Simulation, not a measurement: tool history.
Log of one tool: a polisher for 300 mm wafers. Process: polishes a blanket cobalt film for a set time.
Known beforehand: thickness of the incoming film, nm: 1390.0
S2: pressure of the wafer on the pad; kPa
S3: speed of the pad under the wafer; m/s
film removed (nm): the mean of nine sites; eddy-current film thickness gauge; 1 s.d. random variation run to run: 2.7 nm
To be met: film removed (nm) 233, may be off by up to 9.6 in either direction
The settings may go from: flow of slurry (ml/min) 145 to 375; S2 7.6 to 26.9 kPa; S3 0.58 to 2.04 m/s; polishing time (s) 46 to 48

Run 1, hour 0: flow of slurry (ml/min) 240, S2 17.2 kPa, S3 1.3 m/s, polishing time (s) 46. Result: film removed (nm) 340.66.
Run 2, hour 4.5: flow of slurry (ml/min) 290, S2 17.2 kPa, S3 1.3 m/s, polishing time (s) 46. Result: film removed (nm) 348.47.
Run 3, hour 12.8: flow of slurry (ml/min) 290, S2 17.2 kPa, S3 1.52 m/s, polishing time (s) 46. Result: film removed (nm) 401.87.
Run 4, hour 15.3: flow of slurry (ml/min) 290, S2 15.9 kPa, S3 1.52 m/s, polishing time (s) 46. Result: film removed (nm) 370.1.
Run 5, hour 23.4: flow of slurry (ml/min) 245, S2 15.9 kPa, S3 1.52 m/s, polishing time (s) 46. Result: film removed (nm) 361.25.
Run 6, hour 24.4: flow of slurry (ml/min) 245, S2 15.9 kPa, S3 1.52 m/s, polishing time (s) 46. Result: film removed (nm) 358.81.
Run 7, hour 25.5: flow of slurry (ml/min) 245, S2 15.2 kPa, S3 1.52 m/s, polishing time (s) 46. Result: film removed (nm) 349.29.
Run 8, hour 31.5: flow of slurry (ml/min) 245, S2 14.5 kPa, S3 1.52 m/s, polishing time (s) 46. Result: film removed (nm) 342.43.
Run 9, hour 36.9: flow of slurry (ml/min) 245, S2 13.8 kPa, S3 1.5 m/s, polishing time (s) 46. Result: film removed (nm) 317.79.
Run 10, hour 41.6: flow of slurry (ml/min) 245, S2 9 kPa, S3 1.48 m/s, polishing time (s) 46. Result: film removed (nm) 205.26.
Run 11, hour 45: flow of slurry (ml/min) 245, S2 9.7 kPa, S3 1.48 m/s, polishing time (s) 46. Result: film removed (nm) 218.16.
Run 12, hour 51.9: flow of slurry (ml/min) 245, S2 9.7 kPa, S3 1.48 m/s, polishing time (s) 46. Result: film removed (nm) 217.28.
Run 13, hour 54: flow of slurry (ml/min) 245, S2 11 kPa, S3 1.48 m/s, polishing time (s) 46. Result: film removed (nm) 254.13.

4 next moves are on the table. One of them brings every result within its allowed miss. Which?
Run A, hour 56.1: flow of slurry (ml/min) 190, S2 11 kPa, S3 1.26 m/s, polishing time (s) 46. Result: film removed (nm) ?.
Run B, hour 56.1: flow of slurry (ml/min) 255, S2 11.7 kPa, S3 1.52 m/s, polishing time (s) 48. Result: film removed (nm) ?.
Run C, hour 56.1: flow of slurry (ml/min) 210, S2 12.4 kPa, S3 1.56 m/s, polishing time (s) 47. Result: film removed (nm) ?.
Run D, hour 56.1: flow of slurry (ml/min) 255, S2 11 kPa, S3 1.32 m/s, polishing time (s) 47. Result: film removed (nm) ?.

move  film removed (nm)
   A              207.8
   B             286.89
   C             296.91
   D             231.13
A: takes the result that was furthest off past its target
B: misses by more than the last run did
C: misses by more than the last run did
D: in spec on every target
D meets every target.
